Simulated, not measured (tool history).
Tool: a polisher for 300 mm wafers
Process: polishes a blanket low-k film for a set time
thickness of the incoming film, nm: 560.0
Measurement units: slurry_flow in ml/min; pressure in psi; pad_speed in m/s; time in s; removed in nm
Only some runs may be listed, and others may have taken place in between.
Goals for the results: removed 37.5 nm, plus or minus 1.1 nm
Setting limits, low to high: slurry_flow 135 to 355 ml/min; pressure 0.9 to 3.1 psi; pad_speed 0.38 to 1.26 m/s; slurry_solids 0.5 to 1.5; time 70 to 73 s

run  hour  slurry_flow  pressure  pad_speed  slurry_solids  time  removed
  1     0          225         2       0.82              1    70   27.533
  2   5.3          225       2.1       0.82              1    70   29.476
  3  13.8          225       2.1       0.82              1    73   30.459
  4  16.3          225       2.1       0.82              1    70   29.313
  5  21.8          225       2.1       0.82            0.9    70   28.035
  6  30.1          225       2.1       1.02            0.9    70   33.234
  7  33.4          235       2.2       1.02            0.9    70   34.416
  8  35.6          235       2.3       1.02            0.9    70   35.229

Which single option among these 4 for the next run brings every result within its allowed miss of target? Just one does.
  A  37.8          210       2.4       1.06           0.95    71        ?
  B  37.8          255       2.2          1           0.85    70        ?
  C  37.8          280       2.7       0.88              1    70        ?
  D  37.8          280       2.4       1.02            0.8    73        ?

move  removed
   A   39.642
   B   33.036
   C   39.552
   D   36.928
A: takes the biggest miss from the last run beyond its target
B: lands further from the targets than the last run did
C: takes the biggest miss from the last run beyond its target
D: each result inside its tolerance
D is the move that brings every result within its allowed miss.

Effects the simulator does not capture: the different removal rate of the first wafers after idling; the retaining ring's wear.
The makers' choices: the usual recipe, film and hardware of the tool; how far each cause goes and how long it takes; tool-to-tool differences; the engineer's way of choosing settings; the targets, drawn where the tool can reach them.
